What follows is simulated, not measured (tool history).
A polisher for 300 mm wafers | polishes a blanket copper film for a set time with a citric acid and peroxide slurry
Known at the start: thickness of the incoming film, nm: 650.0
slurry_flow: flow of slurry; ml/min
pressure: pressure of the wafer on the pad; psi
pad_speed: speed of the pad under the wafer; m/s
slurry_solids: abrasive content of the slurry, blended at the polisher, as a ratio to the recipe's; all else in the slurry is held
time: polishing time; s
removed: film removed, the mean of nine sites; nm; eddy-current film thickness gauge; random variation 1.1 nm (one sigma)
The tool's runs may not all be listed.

run 1 hour=0 | slurry_flow=295 pressure=4.2 pad_speed=1.1 slurry_solids=1 time=50 | removed=163.11
run 2 hour=1.6 | slurry_flow=320 pressure=4.2 pad_speed=1.1 slurry_solids=1 time=50 | removed=161.07
run 3 hour=9.3 | slurry_flow=320 pressure=3.7 pad_speed=1.04 slurry_solids=1 time=50 | removed=138.32
run 4 hour=10 | slurry_flow=320 pressure=3.7 pad_speed=1.04 slurry_solids=1 time=50 | removed=135.77
run 5 hour=10.8 | slurry_flow=320 pressure=3.7 pad_speed=0.9 slurry_solids=1 time=50 | removed=121.62
run 6 hour=12.4 | slurry_flow=320 pressure=3.3 pad_speed=0.9 slurry_solids=1 time=50 | removed=106.48
run 7 hour=19.7 | slurry_flow=320 pressure=3 pad_speed=0.9 slurry_solids=1 time=50 | removed=99.803
run 8 hour=22.3 | slurry_flow=320 pressure=2.8 pad_speed=0.9 slurry_solids=1 time=50 | removed=91.759
run 9 hour=25.9 | slurry_flow=320 pressure=2.7 pad_speed=0.9 slurry_solids=1 time=50 | removed=87.4

The next listed run, before its measurement:
run 10 hour=34.3 | slurry_flow=320 pressure=2.6 pad_speed=0.9 slurry_solids=1 time=50 | removed=?

removed: 86.671 nm

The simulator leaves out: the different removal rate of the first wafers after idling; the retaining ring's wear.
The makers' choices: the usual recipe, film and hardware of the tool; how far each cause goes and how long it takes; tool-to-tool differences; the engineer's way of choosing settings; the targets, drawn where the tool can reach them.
